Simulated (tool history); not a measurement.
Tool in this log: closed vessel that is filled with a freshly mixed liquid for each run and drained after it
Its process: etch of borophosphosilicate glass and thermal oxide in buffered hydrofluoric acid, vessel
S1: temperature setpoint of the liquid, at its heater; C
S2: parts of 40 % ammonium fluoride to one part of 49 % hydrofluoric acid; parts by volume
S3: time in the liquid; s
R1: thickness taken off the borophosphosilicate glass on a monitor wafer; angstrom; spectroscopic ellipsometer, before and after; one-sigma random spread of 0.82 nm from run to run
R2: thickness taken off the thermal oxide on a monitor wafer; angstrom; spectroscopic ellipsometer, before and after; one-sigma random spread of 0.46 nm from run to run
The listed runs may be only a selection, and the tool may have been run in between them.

Run 1, day 0.000: S1 20.0 C, S2 9.0 parts by volume, S3 60 s. Result: R1 719.65 angstrom, R2 673.23 angstrom.
Run 2, day 0.225: S1 17.5 C, S2 9.0 parts by volume, S3 60 s. Result: R1 615.85 angstrom, R2 592.41 angstrom.
Run 3, day 0.492: S1 19.0 C, S2 9.0 parts by volume, S3 60 s. Result: R1 673.93 angstrom, R2 638.76 angstrom.
Run 4, day 0.862: S1 19.0 C, S2 9.0 parts by volume, S3 45 s. Result: R1 506.49 angstrom, R2 485.92 angstrom.
Run 5, day 1.042: S1 17.0 C, S2 9.0 parts by volume, S3 45 s. Result: R1 451.74 angstrom, R2 431.84 angstrom.
Run 6, day 1.242: S1 20.0 C, S2 8.5 parts by volume, S3 45 s. Result: R1 570.13 angstrom, R2 540.44 angstrom.
Run 7, day 1.458: S1 22.5 C, S2 8.5 parts by volume, S3 45 s. Result: R1 667.04 angstrom, R2 624.48 angstrom.
Run 8, day 1.575: S1 24.0 C, S2 8.5 parts by volume, S3 45 s. Result: R1 713.40 angstrom, R2 679.56 angstrom.
Run 9, day 1.658: S1 25.0 C, S2 8.5 parts by volume, S3 45 s. Result: R1 747.23 angstrom, R2 715.85 angstrom.
Run 10, day 1.725: S1 28.0 C, S2 8.0 parts by volume, S3 45 s. Result: R1 939.90 angstrom, R2 899.39 angstrom.
At day 2.004: hydrofluoric acid flow meter replaced.
Run 11, day 2.004: S1 27.5 C, S2 8.0 parts by volume, S3 45 s. Result: R1 814.71 angstrom, R2 789.64 angstrom.
Run 12, day 2.346: S1 27.5 C, S2 7.5 parts by volume, S3 45 s. Result: R1 864.16 angstrom, R2 838.63 angstrom.

For run 13, what comes out?
Run 13, day 2.388: S1 28.0 C, S2 7.5 parts by volume, S3 50 s. Result: R1 ?, R2 ?.

{"run 13": {"R1": 1003.2, "R2": 964.37}}
